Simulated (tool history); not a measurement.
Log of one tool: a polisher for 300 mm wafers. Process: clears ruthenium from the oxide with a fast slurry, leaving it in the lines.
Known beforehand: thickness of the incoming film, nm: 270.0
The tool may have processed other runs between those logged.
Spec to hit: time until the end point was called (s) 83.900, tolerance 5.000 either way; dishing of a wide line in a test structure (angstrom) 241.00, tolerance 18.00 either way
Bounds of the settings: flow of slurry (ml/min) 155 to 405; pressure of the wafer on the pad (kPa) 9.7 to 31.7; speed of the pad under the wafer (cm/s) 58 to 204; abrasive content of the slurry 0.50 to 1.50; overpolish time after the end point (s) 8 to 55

run    day  flow of slurry (ml/min)  pressure of the wafer on the pad (kPa)  speed of the pad under the wafer (cm/s)  abrasive content of the slurry  overpolish time after the end point (s)  time until the end point was called (s)  dishing of a wide line in a test structure (angstrom)
  1  0.000                      260                                    20.7                                      130                            1.00                                       28                                   53.506                                                1119.30
  2  0.033                      260                                    19.3                                      122                            1.00                                       23                                   59.625                                                 834.97
  3  0.233                      295                                    17.2                                      112                            1.10                                       20                                   62.723                                                 677.76
  4  0.279                      320                                    15.9                                      100                            1.20                                       17                                   72.049                                                 543.50
  5  0.512                      320                                    15.9                                       68                            1.20                                       17                                  104.690                                                 391.44
  6  0.600                      320                                    15.9                                       68                            1.20                                       29                                  104.010                                                 630.82
  7  0.912                      340                                    15.2                                       68                            1.25                                       24                                  103.490                                                 518.31
  8  1.283                      355                                    15.2                                       66                            1.30                                       20                                  106.680                                                 454.56
  9  1.304                      310                                    15.9                                       70                            1.10                                       17                                  104.550                                                 371.09
 10  1.438                      305                                    17.2                                       74                            0.95                                       15                                  100.160                                                 356.69
 11  1.675                      330                                    17.2                                       78                            0.85                                       13                                  103.780                                                 320.87
 12  1.862                      290                                    18.6                                       78                            0.75                                       12                                  110.270                                                 278.94
 13  2.058                      290                                    21.4                                       74                            0.70                                       11                                  111.410                                                 252.77

4 candidate next runs follow, results not yet known. Just one meets every target within its allowed miss. Identify it.
  A  2.254                      290                                    26.2                                       86                            0.90                                        8                                        ?                                                      ?
  B  2.254                      285                                    15.9                                       66                            0.65                                       16                                        ?                                                      ?
  C  2.254                      305                                    22.1                                       84                            0.65                                        8                                        ?                                                      ?
  D  2.254                      230                                    24.8                                      100                            0.60                                        8                                        ?                                                      ?

move  time until the end point was called (s)  dishing of a wide line in a test structure (angstrom)
   A                                   72.654                                                 272.45
   B                                  155.530                                                 255.55
   C                                  101.110                                                 199.12
   D                                   85.986                                                 232.36
A: the result that was furthest off in the last run now lies on the other side of its target
B: lands further from the targets than the last run did
C: closer than the last run, but not yet in spec
D: in spec on every target
Answer: D
